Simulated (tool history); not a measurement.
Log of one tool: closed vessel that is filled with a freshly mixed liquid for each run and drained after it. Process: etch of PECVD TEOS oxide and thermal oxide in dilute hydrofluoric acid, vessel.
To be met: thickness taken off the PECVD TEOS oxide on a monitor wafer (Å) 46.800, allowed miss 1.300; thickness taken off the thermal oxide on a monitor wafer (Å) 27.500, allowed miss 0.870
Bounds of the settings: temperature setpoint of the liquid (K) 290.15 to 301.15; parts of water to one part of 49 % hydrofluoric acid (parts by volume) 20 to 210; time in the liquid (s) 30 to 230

run  hour  temperature setpoint of the liquid (K)  parts of water to one part of 49 % hydrofluoric acid (parts by volume)  time in the liquid (s)  thickness taken off the PECVD TEOS oxide on a monitor wafer (Å)  thickness taken off the thermal oxide on a monitor wafer (Å)
  1   0.0                                  293.15                                                                     115                     120                                                           60.644                                                        35.399
  2   2.6                                  293.15                                                                     115                     145                                                           73.084                                                        42.972
  3   4.5                                  295.15                                                                     115                     145                                                           78.771                                                        46.546
  4   6.5                                  293.65                                                                     125                     145                                                           67.837                                                        40.187
  5   8.5                                  292.65                                                                     135                     145                                                           59.427                                                        35.255
  6  13.9                                  295.15                                                                     135                     145                                                           66.129                                                        39.283
  7  16.5                                  293.65                                                                     140                     145                                                           59.884                                                        35.767
  8  23.9                                  292.65                                                                     145                     145                                                           55.160                                                        32.503

5 next moves are on the table. One of them brings every result within its allowed miss. Which?
  A  31.3                                  291.15                                                                     130                     115                                                                ?                                                             ?
  B  31.3                                  293.15                                                                     180                     145                                                                ?                                                             ?
  C  31.3                                  291.15                                                                     145                     120                                                                ?                                                             ?
  D  31.3                                  291.15                                                                     170                     150                                                                ?                                                             ?
  E  31.3                                  298.65                                                                     170                     110                                                                ?                                                             ?

move  thickness taken off the PECVD TEOS oxide on a monitor wafer (Å)  thickness taken off the thermal oxide on a monitor wafer (Å)
   A                                                           46.365                                                        26.747
   B                                                           43.279                                                        24.967
   C                                                           42.670                                                        24.615
   D                                                           44.301                                                        25.556
   E                                                           43.263                                                        24.958
A: meets every target
B: takes the result that was furthest off past its target
C: takes the result that was furthest off past its target
D: takes the result that was furthest off past its target
E: takes the result that was furthest off past its target
The right move is A.
